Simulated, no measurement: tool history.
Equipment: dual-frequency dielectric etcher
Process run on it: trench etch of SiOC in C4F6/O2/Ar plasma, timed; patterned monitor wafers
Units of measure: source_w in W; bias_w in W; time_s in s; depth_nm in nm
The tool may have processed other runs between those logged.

| run | hour | source_w | bias_w | time_s | depth_nm |
|---|---|---|---|---|---|
| 1 | 0.0 | 420 | 205 | 13.0 | 25.969 |
| 2 | 4.3 | 420 | 181 | 13.0 | 24.837 |
| 3 | 11.9 | 420 | 154 | 13.0 | 23.343 |
| 4 | 18.0 | 450 | 154 | 13.0 | 24.156 |
| 5 | 26.0 | 450 | 174 | 13.0 | 24.878 |
| 6 | 28.2 | 390 | 174 | 13.0 | 23.593 |
| 7 | 34.1 | 420 | 179 | 13.0 | 24.675 |
| 8 | 38.0 | 500 | 197 | 13.0 | 27.702 |

What does the tool deliver on the next run?
| 9 | 46.8 | 510 | 198 | 13.0 | ? |

Logged for run 9: depth_nm 27.869 nm.
